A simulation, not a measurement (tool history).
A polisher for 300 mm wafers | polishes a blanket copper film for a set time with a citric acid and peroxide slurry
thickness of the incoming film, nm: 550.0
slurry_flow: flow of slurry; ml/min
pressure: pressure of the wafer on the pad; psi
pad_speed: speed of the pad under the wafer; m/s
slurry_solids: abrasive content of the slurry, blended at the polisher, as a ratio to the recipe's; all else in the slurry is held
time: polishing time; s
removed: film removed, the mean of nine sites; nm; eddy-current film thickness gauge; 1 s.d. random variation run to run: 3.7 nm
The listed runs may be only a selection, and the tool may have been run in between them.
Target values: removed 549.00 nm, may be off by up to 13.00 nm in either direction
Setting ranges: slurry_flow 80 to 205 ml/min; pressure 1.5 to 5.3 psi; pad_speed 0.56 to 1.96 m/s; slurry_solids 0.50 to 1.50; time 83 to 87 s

Run 1, day 0.000: slurry_flow 135 ml/min, pressure 3.4 psi, pad_speed 1.26 m/s, slurry_solids 1.00, time 83 s. Result: removed 318.27 nm.
Run 2, day 0.046: slurry_flow 135 ml/min, pressure 3.4 psi, pad_speed 1.46 m/s, slurry_solids 1.00, time 83 s. Result: removed 353.35 nm.
Run 3, day 0.146: slurry_flow 140 ml/min, pressure 3.6 psi, pad_speed 1.46 m/s, slurry_solids 1.00, time 83 s. Result: removed 380.22 nm.
Run 4, day 0.350: slurry_flow 140 ml/min, pressure 2.8 psi, pad_speed 1.46 m/s, slurry_solids 1.00, time 83 s. Result: removed 296.95 nm.
Run 5, day 0.725: slurry_flow 145 ml/min, pressure 3.1 psi, pad_speed 1.46 m/s, slurry_solids 1.00, time 83 s. Result: removed 332.31 nm.
Run 6, day 0.788: slurry_flow 155 ml/min, pressure 3.1 psi, pad_speed 1.46 m/s, slurry_solids 1.00, time 83 s. Result: removed 331.16 nm.
Run 7, day 1.058: slurry_flow 155 ml/min, pressure 3.4 psi, pad_speed 1.46 m/s, slurry_solids 1.00, time 83 s. Result: removed 365.91 nm.
Run 8, day 1.379: slurry_flow 160 ml/min, pressure 3.6 psi, pad_speed 1.46 m/s, slurry_solids 1.00, time 83 s. Result: removed 393.09 nm.
Run 9, day 1.517: slurry_flow 165 ml/min, pressure 3.8 psi, pad_speed 1.46 m/s, slurry_solids 1.00, time 83 s. Result: removed 413.38 nm.
Run 10, day 1.817: slurry_flow 165 ml/min, pressure 4.0 psi, pad_speed 1.46 m/s, slurry_solids 1.00, time 83 s. Result: removed 441.48 nm.
Run 11, day 2.058: slurry_flow 170 ml/min, pressure 4.1 psi, pad_speed 1.46 m/s, slurry_solids 1.00, time 83 s. Result: removed 443.38 nm.
Run 12, day 2.346: slurry_flow 170 ml/min, pressure 4.2 psi, pad_speed 1.46 m/s, slurry_solids 1.00, time 83 s. Result: removed 456.33 nm.
Run 13, day 2.679: slurry_flow 170 ml/min, pressure 4.3 psi, pad_speed 1.46 m/s, slurry_solids 1.00, time 83 s. Result: removed 466.88 nm.
Run 14, day 2.888: slurry_flow 170 ml/min, pressure 4.4 psi, pad_speed 1.46 m/s, slurry_solids 1.00, time 83 s. Result: removed 483.54 nm.
Run 15, day 3.146: slurry_flow 170 ml/min, pressure 4.5 psi, pad_speed 1.46 m/s, slurry_solids 1.00, time 83 s. Result: removed 484.76 nm.
Run 16, day 3.250: slurry_flow 175 ml/min, pressure 4.6 psi, pad_speed 1.46 m/s, slurry_solids 1.00, time 83 s. Result: removed 506.77 nm.
Run 17, day 3.504: slurry_flow 200 ml/min, pressure 4.8 psi, pad_speed 1.46 m/s, slurry_solids 1.00, time 83 s. Result: removed 530.70 nm.

Next run, 5 choices. One meets every target within its allowed miss, the rest don't. Which?
Run A, day 3.758: slurry_flow 205 ml/min, pressure 4.9 psi, pad_speed 1.28 m/s, slurry_solids 1.10, time 84 s. Result: removed ?.
Run B, day 3.758: slurry_flow 195 ml/min, pressure 4.6 psi, pad_speed 1.48 m/s, slurry_solids 0.85, time 85 s. Result: removed ?.
Run C, day 3.758: slurry_flow 205 ml/min, pressure 4.6 psi, pad_speed 1.44 m/s, slurry_solids 1.05, time 83 s. Result: removed ?.
Run D, day 3.758: slurry_flow 135 ml/min, pressure 5.2 psi, pad_speed 1.66 m/s, slurry_solids 0.65, time 86 s. Result: removed ?.
Run E, day 3.758: slurry_flow 205 ml/min, pressure 4.7 psi, pad_speed 1.44 m/s, slurry_solids 1.00, time 84 s. Result: removed ?.

move  removed
   A   511.40
   B   506.73
   C   515.66
   D   553.73
   E   526.10
A: misses by more than the last run did
B: misses by more than the last run did
C: misses by more than the last run did
D: all results in spec
E: misses by more than the last run did
Correct choice: D, which meets every target
